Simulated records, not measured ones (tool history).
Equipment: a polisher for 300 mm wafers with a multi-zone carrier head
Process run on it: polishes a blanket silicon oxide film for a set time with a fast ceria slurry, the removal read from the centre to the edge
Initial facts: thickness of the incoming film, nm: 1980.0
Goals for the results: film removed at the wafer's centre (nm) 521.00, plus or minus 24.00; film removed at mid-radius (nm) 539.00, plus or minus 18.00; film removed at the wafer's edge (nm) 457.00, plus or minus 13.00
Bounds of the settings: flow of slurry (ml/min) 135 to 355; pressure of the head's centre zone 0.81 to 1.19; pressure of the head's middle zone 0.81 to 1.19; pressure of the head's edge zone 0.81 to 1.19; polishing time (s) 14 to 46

| run | day | flow of slurry (ml/min) | pressure of the head's centre zone | pressure of the head's middle zone | pressure of the head's edge zone | polishing time (s) | film removed at the wafer's centre (nm) | film removed at mid-radius (nm) | film removed at the wafer's edge (nm) |
|---|---|---|---|---|---|---|---|---|---|
| 1 | 0.000 | 225 | 1.00 | 1.00 | 1.00 | 30 | 400.66 | 389.61 | 379.98 |
| 2 | 0.112 | 235 | 1.01 | 1.03 | 1.01 | 31 | 410.12 | 408.02 | 402.12 |
| 3 | 0.292 | 235 | 0.95 | 1.03 | 1.01 | 31 | 402.09 | 419.59 | 407.77 |
| 4 | 0.467 | 235 | 0.95 | 1.03 | 1.07 | 31 | 398.72 | 418.33 | 419.56 |
| 5 | 0.592 | 240 | 0.98 | 1.05 | 1.05 | 32 | 420.97 | 437.07 | 423.91 |
| 6 | 0.950 | 245 | 1.00 | 1.07 | 1.04 | 33 | 450.13 | 454.87 | 439.36 |
| 7 | 1.067 | 250 | 1.00 | 1.09 | 1.02 | 33 | 447.03 | 465.50 | 431.53 |
| 8 | 1.204 | 255 | 1.01 | 1.11 | 1.02 | 33 | 448.36 | 486.15 | 435.89 |
| 9 | 1.446 | 260 | 1.03 | 1.12 | 1.02 | 33 | 459.92 | 477.41 | 437.34 |
| 10 | 1.542 | 265 | 1.04 | 1.13 | 1.01 | 33 | 468.43 | 489.80 | 428.60 |
| 11 | 1.600 | 270 | 1.05 | 1.14 | 1.02 | 33 | 467.20 | 494.02 | 437.62 |
| 12 | 1.646 | 275 | 1.06 | 1.15 | 1.02 | 33 | 468.50 | 497.88 | 431.97 |
| 13 | 1.858 | 280 | 1.07 | 1.16 | 1.02 | 33 | 489.48 | 496.13 | 437.50 |
| 14 | 2.092 | 285 | 1.07 | 1.16 | 1.02 | 33 | 491.34 | 502.81 | 434.71 |
| 15 | 2.138 | 290 | 1.07 | 1.16 | 1.02 | 33 | 492.03 | 509.73 | 435.11 |

Next run, 5 choices. One meets every target within its allowed miss, the rest don't. Which?
| A | 2.183 | 310 | 1.04 | 1.12 | 0.93 | 36 | ? | ? | ? |
| B | 2.183 | 210 | 1.02 | 1.09 | 1.02 | 35 | ? | ? | ? |
| C | 2.183 | 345 | 1.15 | 1.19 | 0.93 | 34 | ? | ? | ? |
| D | 2.183 | 235 | 1.04 | 1.13 | 1.07 | 35 | ? | ? | ? |
| E | 2.183 | 270 | 1.06 | 1.18 | 1.01 | 32 | ? | ? | ? |

| move | film removed at the wafer's centre (nm) | film removed at mid-radius (nm) | film removed at the wafer's edge (nm) |
|---|---|---|---|
| A | 510.78 | 544.41 | 459.59 |
| B | 461.42 | 492.72 | 450.33 |
| C | 539.95 | 546.85 | 436.99 |
| D | 479.27 | 516.41 | 466.49 |
| E | 455.52 | 498.67 | 419.77 |
A: every result lands within tolerance
B: gets the furthest-off result to its target, but another result is out of tolerance
C: closer than the last run, but not yet in spec
D: gets the furthest-off result to its target, but another result is out of tolerance
E: its largest miss is bigger than the last run's
The right move is A.
